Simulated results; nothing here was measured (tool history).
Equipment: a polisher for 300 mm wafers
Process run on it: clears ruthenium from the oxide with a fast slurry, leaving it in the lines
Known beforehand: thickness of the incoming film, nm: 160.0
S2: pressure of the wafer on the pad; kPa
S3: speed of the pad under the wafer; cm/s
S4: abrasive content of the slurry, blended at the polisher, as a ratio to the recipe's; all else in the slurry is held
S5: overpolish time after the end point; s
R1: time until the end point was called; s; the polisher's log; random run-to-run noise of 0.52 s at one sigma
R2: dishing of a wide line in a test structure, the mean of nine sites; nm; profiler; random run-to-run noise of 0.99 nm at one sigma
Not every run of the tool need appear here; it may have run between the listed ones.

{"run": 1, "day": 0.0, "flow of slurry (ml/min)": 145, "S2": 13.8, "S3": 86, "S4": 1, "S5": 22, "R1": 67.361, "R2": 34.019}
{"run": 2, "day": 0.196, "flow of slurry (ml/min)": 145, "S2": 13.8, "S3": 86, "S4": 1.2, "S5": 22, "R1": 63.155, "R2": 36.274}
{"run": 3, "day": 0.308, "flow of slurry (ml/min)": 145, "S2": 15.2, "S3": 86, "S4": 1.2, "S5": 23, "R1": 59.051, "R2": 39.659}
{"run": 4, "day": 0.55, "flow of slurry (ml/min)": 145, "S2": 15.2, "S3": 86, "S4": 1.2, "S5": 26, "R1": 57.94, "R2": 44.128}
{"run": 5, "day": 0.846, "flow of slurry (ml/min)": 145, "S2": 16.5, "S3": 86, "S4": 1.2, "S5": 26, "R1": 54.836, "R2": 44.979}
{"run": 6, "day": 1.208, "flow of slurry (ml/min)": 145, "S2": 16.5, "S3": 86, "S4": 1, "S5": 26, "R1": 61.043, "R2": 43.366}
{"run": 7, "day": 1.321, "flow of slurry (ml/min)": 145, "S2": 17.2, "S3": 90, "S4": 1, "S5": 26, "R1": 55.139, "R2": 45.5}
{"run": 8, "day": 1.675, "flow of slurry (ml/min)": 145, "S2": 17.9, "S3": 92, "S4": 1, "S5": 26, "R1": 53.021, "R2": 46.862}
{"run": 9, "day": 1.879, "flow of slurry (ml/min)": 145, "S2": 18.6, "S3": 94, "S4": 1, "S5": 26, "R1": 50.72, "R2": 49.017}
{"run": 10, "day": 1.992, "flow of slurry (ml/min)": 145, "S2": 19.3, "S3": 96, "S4": 1, "S5": 26, "R1": 48.199, "R2": 48.618}

Run 11, settings as shown, results not yet in. Your forecast:
{"run": 11, "day": 2.346, "flow of slurry (ml/min)": 155, "S2": 21.4, "S3": 106, "S4": 1, "S5": 29, "R1": "?", "R2": "?"}

{"run 11": {"R1": 39.176, "R2": 56.289}}
